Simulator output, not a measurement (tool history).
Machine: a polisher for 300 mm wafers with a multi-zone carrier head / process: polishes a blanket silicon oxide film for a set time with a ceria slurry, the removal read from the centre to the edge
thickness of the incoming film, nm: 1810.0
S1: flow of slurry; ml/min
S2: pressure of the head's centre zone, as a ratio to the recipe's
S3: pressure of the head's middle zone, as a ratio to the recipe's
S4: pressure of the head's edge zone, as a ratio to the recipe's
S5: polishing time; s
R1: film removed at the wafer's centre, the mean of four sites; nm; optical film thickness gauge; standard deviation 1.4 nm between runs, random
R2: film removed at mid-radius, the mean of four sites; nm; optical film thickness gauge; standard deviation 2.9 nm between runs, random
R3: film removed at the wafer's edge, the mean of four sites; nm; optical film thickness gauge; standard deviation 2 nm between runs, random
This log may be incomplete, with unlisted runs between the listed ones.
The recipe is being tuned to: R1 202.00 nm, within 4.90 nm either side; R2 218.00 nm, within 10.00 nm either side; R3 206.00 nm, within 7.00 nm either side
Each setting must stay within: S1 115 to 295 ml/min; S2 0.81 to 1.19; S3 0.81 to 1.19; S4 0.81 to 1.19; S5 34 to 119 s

{"run": 1, "hour": 0.0, "S1": 190, "S2": 1.0, "S3": 1.0, "S4": 1.0, "S5": 76, "R1": 384.51, "R2": 378.55, "R3": 382.99}
{"run": 2, "hour": 1.3, "S1": 185, "S2": 0.97, "S3": 1.0, "S4": 0.95, "S5": 64, "R1": 312.19, "R2": 318.7, "R3": 321.4}
{"run": 3, "hour": 3.3, "S1": 210, "S2": 0.97, "S3": 1.0, "S4": 0.95, "S5": 64, "R1": 324.22, "R2": 327.56, "R3": 322.67}
{"run": 4, "hour": 7.3, "S1": 215, "S2": 0.95, "S3": 1.0, "S4": 0.91, "S5": 55, "R1": 274.02, "R2": 280.2, "R3": 274.59}
{"run": 5, "hour": 8.5, "S1": 215, "S2": 0.95, "S3": 0.95, "S4": 0.91, "S5": 55, "R1": 272.94, "R2": 268.91, "R3": 274.94}
{"run": 6, "hour": 13.5, "S1": 230, "S2": 0.93, "S3": 0.96, "S4": 0.89, "S5": 50, "R1": 244.36, "R2": 252.66, "R3": 250.16}
{"run": 7, "hour": 14.4, "S1": 240, "S2": 0.92, "S3": 0.96, "S4": 0.87, "S5": 47, "R1": 227.28, "R2": 231.86, "R3": 233.56}
{"run": 8, "hour": 21.7, "S1": 230, "S2": 0.9, "S3": 1.03, "S4": 0.81, "S5": 40, "R1": 188.27, "R2": 209.93, "R3": 190.07}
{"run": 9, "hour": 29.4, "S1": 235, "S2": 0.91, "S3": 1.03, "S4": 0.83, "S5": 40, "R1": 190.3, "R2": 211.75, "R3": 196.33}
{"run": 10, "hour": 35.1, "S1": 235, "S2": 0.92, "S3": 1.03, "S4": 0.84, "S5": 40, "R1": 193.64, "R2": 209.67, "R3": 190.39}
{"run": 11, "hour": 37.6, "S1": 235, "S2": 0.92, "S3": 1.03, "S4": 0.84, "S5": 40, "R1": 194.66, "R2": 212.69, "R3": 194.72}
{"run": 12, "hour": 38.9, "S1": 235, "S2": 0.92, "S3": 1.03, "S4": 0.85, "S5": 40, "R1": 193.73, "R2": 210.9, "R3": 195.15}
{"run": 13, "hour": 43.6, "S1": 235, "S2": 0.92, "S3": 1.03, "S4": 0.86, "S5": 40, "R1": 195.68, "R2": 212.65, "R3": 198.1}
{"run": 14, "hour": 52.2, "S1": 235, "S2": 0.92, "S3": 1.03, "S4": 0.87, "S5": 40, "R1": 192.51, "R2": 216.19, "R3": 198.17}
{"run": 15, "hour": 58.7, "S1": 235, "S2": 0.93, "S3": 1.02, "S4": 0.88, "S5": 40, "R1": 197.16, "R2": 206.98, "R3": 200.1}

Below are 4 possible settings for the next run. Only one of them brings all results inside the allowed miss of their targets. Which is it?
{"run": "A", "hour": 65.2, "S1": 225, "S2": 0.92, "S3": 1.03, "S4": 0.86, "S5": 42, "R1": "?", "R2": "?", "R3": "?"}
{"run": "B", "hour": 65.2, "S1": 205, "S2": 0.89, "S3": 1.12, "S4": 0.81, "S5": 42, "R1": "?", "R2": "?", "R3": "?"}
{"run": "C", "hour": 65.2, "S1": 195, "S2": 0.95, "S3": 1.02, "S4": 0.82, "S5": 39, "R1": "?", "R2": "?", "R3": "?"}
{"run": "D", "hour": 65.2, "S1": 180, "S2": 0.94, "S3": 1.12, "S4": 0.91, "S5": 40, "R1": "?", "R2": "?", "R3": "?"}

move=A R1=203.69 R2=223.32 R3=201.10
move=B R1=194.16 R2=232.82 R3=193.92
move=C R1=190.77 R2=201.71 R3=180.13
move=D R1=190.78 R2=216.96 R3=191.18
A: hits every target within its allowed miss
B: takes the biggest miss from the last run beyond its target
C: moves away from the targets compared with the last run
D: brings the result that was furthest off to its target, and leaves another outside
The move that meets every target is A.
